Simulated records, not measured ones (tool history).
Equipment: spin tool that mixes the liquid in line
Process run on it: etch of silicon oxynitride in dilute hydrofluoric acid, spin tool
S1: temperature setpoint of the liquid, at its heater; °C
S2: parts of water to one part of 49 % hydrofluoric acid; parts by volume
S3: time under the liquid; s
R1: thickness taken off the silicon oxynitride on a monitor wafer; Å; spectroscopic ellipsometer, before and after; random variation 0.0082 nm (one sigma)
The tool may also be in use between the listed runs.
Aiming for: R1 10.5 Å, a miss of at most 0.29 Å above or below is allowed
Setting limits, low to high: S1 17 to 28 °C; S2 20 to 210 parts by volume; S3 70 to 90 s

| run | hour | S1 | S2 | S3 | R1 |
|---|---|---|---|---|---|
| 1 | 0 | 20 | 115 | 90 | 14.215 |
| 2 | 3.7 | 19 | 120 | 90 | 13.086 |
| 3 | 8 | 18.5 | 125 | 90 | 12.441 |
| 4 | 16.3 | 18.5 | 125 | 90 | 12.331 |
| 5 | 16.9 | 22 | 125 | 90 | 14.805 |
| 6 | 17.4 | 25.5 | 125 | 90 | 17.007 |
| 7 | 22.3 | 23 | 130 | 90 | 14.652 |
| 8 | 23.5 | 21 | 130 | 90 | 13.388 |
| 9 | 27.4 | 20 | 130 | 90 | 12.73 |

Which single option among these 5 for the next run brings every result within its allowed miss of target? Just one does.
| A | 31.3 | 19.5 | 140 | 90 | ? |
| B | 31.3 | 17.5 | 100 | 85 | ? |
| C | 31.3 | 18 | 95 | 85 | ? |
| D | 31.3 | 18 | 120 | 75 | ? |
| E | 31.3 | 19.5 | 110 | 70 | ? |

| move | R1 |
|---|---|
| A | 11.469 |
| B | 14.08 |
| C | 15.249 |
| D | 10.486 |
| E | 11.578 |
A: closes in on the targets versus the last run, not all within tolerance yet
B: misses by more than the last run did
C: misses by more than the last run did
D: all results land within tolerance of their targets
E: closes in on the targets versus the last run, not all within tolerance yet
The move that meets every target is D.

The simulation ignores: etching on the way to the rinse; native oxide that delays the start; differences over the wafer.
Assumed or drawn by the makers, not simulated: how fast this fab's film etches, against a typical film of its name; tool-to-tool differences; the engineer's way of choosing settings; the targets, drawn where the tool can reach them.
